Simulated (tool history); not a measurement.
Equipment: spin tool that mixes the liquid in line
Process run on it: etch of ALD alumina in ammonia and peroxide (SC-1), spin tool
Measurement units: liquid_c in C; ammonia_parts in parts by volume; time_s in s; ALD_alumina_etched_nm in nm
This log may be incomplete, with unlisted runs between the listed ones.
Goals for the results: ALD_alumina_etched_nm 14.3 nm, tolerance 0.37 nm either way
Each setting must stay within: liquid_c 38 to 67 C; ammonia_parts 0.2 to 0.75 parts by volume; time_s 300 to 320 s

Run 1, hour 0: liquid_c 51 C, ammonia_parts 0.45 parts by volume, time_s 300 s. Result: ALD_alumina_etched_nm 26.891 nm.
Run 2, hour 1.2: liquid_c 51 C, ammonia_parts 0.4 parts by volume, time_s 300 s. Result: ALD_alumina_etched_nm 26.05 nm.
Run 3, hour 9.5: liquid_c 51 C, ammonia_parts 0.3 parts by volume, time_s 300 s. Result: ALD_alumina_etched_nm 25.558 nm.
Run 4, hour 16.5: liquid_c 51 C, ammonia_parts 0.2 parts by volume, time_s 300 s. Result: ALD_alumina_etched_nm 24.676 nm.
Run 5, hour 17.2: liquid_c 54 C, ammonia_parts 0.2 parts by volume, time_s 300 s. Result: ALD_alumina_etched_nm 28.662 nm.
Run 6, hour 23.8: liquid_c 54 C, ammonia_parts 0.3 parts by volume, time_s 300 s. Result: ALD_alumina_etched_nm 30.073 nm.
Run 7, hour 29.4: liquid_c 52 C, ammonia_parts 0.3 parts by volume, time_s 300 s. Result: ALD_alumina_etched_nm 27.086 nm.
Run 8, hour 37: liquid_c 50.5 C, ammonia_parts 0.3 parts by volume, time_s 300 s. Result: ALD_alumina_etched_nm 24.974 nm.
Run 9, hour 40.4: liquid_c 50.5 C, ammonia_parts 0.3 parts by volume, time_s 300 s. Result: ALD_alumina_etched_nm 25.139 nm.
Run 10, hour 46.2: liquid_c 42.5 C, ammonia_parts 0.3 parts by volume, time_s 300 s. Result: ALD_alumina_etched_nm 15.904 nm.
Run 11, hour 47.3: liquid_c 42 C, ammonia_parts 0.3 parts by volume, time_s 300 s. Result: ALD_alumina_etched_nm 15.407 nm.

Below are 5 possible settings for the next run. Only one of them brings all results inside the allowed miss of their targets. Which is it?
Run A, hour 48.4: liquid_c 43 C, ammonia_parts 0.2 parts by volume, time_s 310 s. Result: ALD_alumina_etched_nm ?.
Run B, hour 48.4: liquid_c 42.5 C, ammonia_parts 0.3 parts by volume, time_s 300 s. Result: ALD_alumina_etched_nm ?.
Run C, hour 48.4: liquid_c 41.5 C, ammonia_parts 0.2 parts by volume, time_s 300 s. Result: ALD_alumina_etched_nm ?.
Run D, hour 48.4: liquid_c 41.5 C, ammonia_parts 0.2 parts by volume, time_s 310 s. Result: ALD_alumina_etched_nm ?.
Run E, hour 48.4: liquid_c 43 C, ammonia_parts 0.25 parts by volume, time_s 305 s. Result: ALD_alumina_etched_nm ?.

move  ALD_alumina_etched_nm
   A                   16.3
   B                 15.932
   C                 14.456
   D                 14.938
   E                 16.384
A: misses by more than the last run did
B: misses by more than the last run did
C: each result inside its tolerance
D: moves toward the targets from the last run without getting all of them in spec
E: misses by more than the last run did
The right move is C.

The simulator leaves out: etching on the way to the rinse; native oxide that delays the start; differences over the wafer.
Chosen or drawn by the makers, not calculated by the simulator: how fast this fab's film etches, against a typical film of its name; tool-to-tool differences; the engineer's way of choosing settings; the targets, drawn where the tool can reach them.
